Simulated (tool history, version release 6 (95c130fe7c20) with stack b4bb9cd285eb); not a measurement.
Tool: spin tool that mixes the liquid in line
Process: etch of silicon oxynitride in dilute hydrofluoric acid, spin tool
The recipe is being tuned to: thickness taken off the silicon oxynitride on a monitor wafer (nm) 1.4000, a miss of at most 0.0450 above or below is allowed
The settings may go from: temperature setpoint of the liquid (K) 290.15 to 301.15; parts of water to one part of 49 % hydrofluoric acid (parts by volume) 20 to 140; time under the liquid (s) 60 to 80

run,hour,temperature setpoint of the liquid (K),parts of water to one part of 49 % hydrofluoric acid (parts by volume),time under the liquid (s),thickness taken off the silicon oxynitride on a monitor wafer (nm)
1,0.0,293.15,75,80,2.1873
2,5.6,293.15,75,60,1.6310
3,7.0,292.15,75,60,1.5280
4,10.4,292.15,75,80,2.0530
5,19.2,292.15,55,80,2.8433
6,27.2,291.65,65,80,2.3246
7,32.0,291.15,75,80,1.9256
8,38.7,290.65,80,80,1.7708
9,40.8,290.65,85,80,1.6900
10,44.9,290.65,90,80,1.5863
11,46.6,290.65,95,80,1.4907

5 next moves are on the table. One of them brings every result within its allowed miss. Which?
A,48.3,295.15,110,65,?
B,48.3,291.65,90,80,?
C,48.3,290.15,105,80,?
D,48.3,291.65,80,65,?
E,48.3,290.15,75,60,?

move,thickness taken off the silicon oxynitride on a monitor wafer (nm)
A,1.2599
B,1.6211
C,1.2764
D,1.4920
E,1.3665
A: takes the biggest miss from the last run beyond its target
B: lands further from the targets than the last run did
C: takes the biggest miss from the last run beyond its target
D: about as far from the targets as the last run
E: hits every target within its allowed miss
E is the move that brings every result within its allowed miss.
